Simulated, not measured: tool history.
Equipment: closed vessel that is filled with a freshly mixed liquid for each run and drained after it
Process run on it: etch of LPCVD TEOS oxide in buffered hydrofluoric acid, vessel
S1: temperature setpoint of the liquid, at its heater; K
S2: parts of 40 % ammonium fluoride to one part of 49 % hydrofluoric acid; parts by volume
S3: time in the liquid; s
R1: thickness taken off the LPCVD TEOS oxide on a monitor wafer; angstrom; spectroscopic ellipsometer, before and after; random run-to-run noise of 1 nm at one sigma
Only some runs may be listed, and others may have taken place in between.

run  hour      S1    S2   S3      R1
  1     0  297.15    21  105  1153.6
  2   2.5  294.65    21  105  997.12
  3  10.9  292.15    21  105  875.61
  4  18.2  292.15  17.5  105  1025.2
  5  21.8  295.15    17  105  1258.4
  6  27.6  295.15    23  105  966.55
  7    30  297.15  21.5  105  1133.3
  8  35.8  299.15    20  105    1317
  9  40.4  303.15    13  105  2500.2
 10  41.3  302.65    13  105  2434.2

Run 11 is up next; what results do you expect?
 11  44.6  302.15  13  105   ?

{"run 11": {"R1": 2397.6}}
